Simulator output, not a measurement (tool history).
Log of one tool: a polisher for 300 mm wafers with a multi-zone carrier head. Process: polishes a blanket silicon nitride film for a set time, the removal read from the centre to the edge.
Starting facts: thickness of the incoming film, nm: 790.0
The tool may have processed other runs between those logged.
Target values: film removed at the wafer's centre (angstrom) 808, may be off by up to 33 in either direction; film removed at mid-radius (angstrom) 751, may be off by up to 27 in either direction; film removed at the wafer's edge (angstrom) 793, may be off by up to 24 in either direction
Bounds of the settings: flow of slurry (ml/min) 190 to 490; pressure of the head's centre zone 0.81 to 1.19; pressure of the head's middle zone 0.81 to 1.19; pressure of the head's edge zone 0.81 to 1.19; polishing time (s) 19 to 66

| run | hour | flow of slurry (ml/min) | pressure of the head's centre zone | pressure of the head's middle zone | pressure of the head's edge zone | polishing time (s) | film removed at the wafer's centre (angstrom) | film removed at mid-radius (angstrom) | film removed at the wafer's edge (angstrom) |
|---|---|---|---|---|---|---|---|---|---|
| 1 | 0 | 315 | 1 | 1 | 1 | 42 | 596.25 | 596.52 | 592.3 |
| 2 | 7.5 | 315 | 1.02 | 1 | 1.03 | 44 | 631.97 | 625.02 | 641.18 |
| 3 | 13.2 | 320 | 1.05 | 1.02 | 1.05 | 45 | 662.07 | 656.63 | 665.34 |
| 4 | 15.1 | 320 | 1.05 | 1.07 | 1.05 | 45 | 659.55 | 678.83 | 662.94 |
| 5 | 18.9 | 320 | 1.05 | 1.07 | 0.97 | 45 | 661.96 | 682.07 | 629.71 |
| 6 | 20.8 | 325 | 1.07 | 1.07 | 1.01 | 46 | 702.21 | 699.87 | 662.81 |
| 7 | 28 | 330 | 1.09 | 1.07 | 1.04 | 47 | 716.75 | 732.08 | 688.16 |
| 8 | 36 | 330 | 1.11 | 1.05 | 1.07 | 48 | 755.12 | 727.47 | 709.74 |
| 9 | 43.1 | 330 | 1.11 | 1.05 | 1.07 | 48 | 729.89 | 723.5 | 720.34 |
| 10 | 48 | 335 | 1.13 | 1.04 | 1.08 | 49 | 768 | 736.24 | 729.92 |
| 11 | 55.7 | 335 | 1.14 | 1.04 | 1.1 | 49 | 772.12 | 716.09 | 731.88 |
| 12 | 63.3 | 335 | 1.14 | 1.04 | 1.11 | 49 | 780.62 | 711.99 | 740.37 |
| 13 | 65.4 | 340 | 1.14 | 1.05 | 1.12 | 49 | 789.8 | 738.71 | 746.67 |
| 14 | 68.1 | 340 | 1.14 | 1.05 | 1.13 | 49 | 764.82 | 733.12 | 745.42 |
| 15 | 75.8 | 340 | 1.15 | 1.05 | 1.14 | 49 | 805.34 | 732.23 | 753.14 |
| 16 | 81.5 | 340 | 1.14 | 1.05 | 1.15 | 49 | 769.45 | 741.4 | 760.39 |

Pick the move, out of 5, that brings all results within their allowed miss; only one does.
| A | 87.2 | 340 | 1.19 | 1.05 | 0.99 | 49 | ? | ? | ? |
| B | 87.2 | 320 | 1.13 | 1.04 | 1.18 | 51 | ? | ? | ? |
| C | 87.2 | 300 | 1.16 | 1.05 | 1.19 | 56 | ? | ? | ? |
| D | 87.2 | 335 | 1.18 | 0.88 | 1.08 | 53 | ? | ? | ? |
| E | 87.2 | 340 | 1.02 | 1.04 | 1.17 | 52 | ? | ? | ? |

| move | film removed at the wafer's centre (angstrom) | film removed at mid-radius (angstrom) | film removed at the wafer's edge (angstrom) |
|---|---|---|---|
| A | 810.45 | 731.29 | 700.21 |
| B | 801.28 | 750.53 | 792.4 |
| C | 893.42 | 825.13 | 869.33 |
| D | 867.83 | 681.05 | 791.36 |
| E | 753.15 | 770.16 | 808.01 |
A: further off than the last run
B: all results in spec
C: carries the result that was furthest off beyond its target, to the other side
D: puts the biggest miss on target and leaves a different result outside tolerance
E: puts the biggest miss on target and leaves a different result outside tolerance
B meets every target.

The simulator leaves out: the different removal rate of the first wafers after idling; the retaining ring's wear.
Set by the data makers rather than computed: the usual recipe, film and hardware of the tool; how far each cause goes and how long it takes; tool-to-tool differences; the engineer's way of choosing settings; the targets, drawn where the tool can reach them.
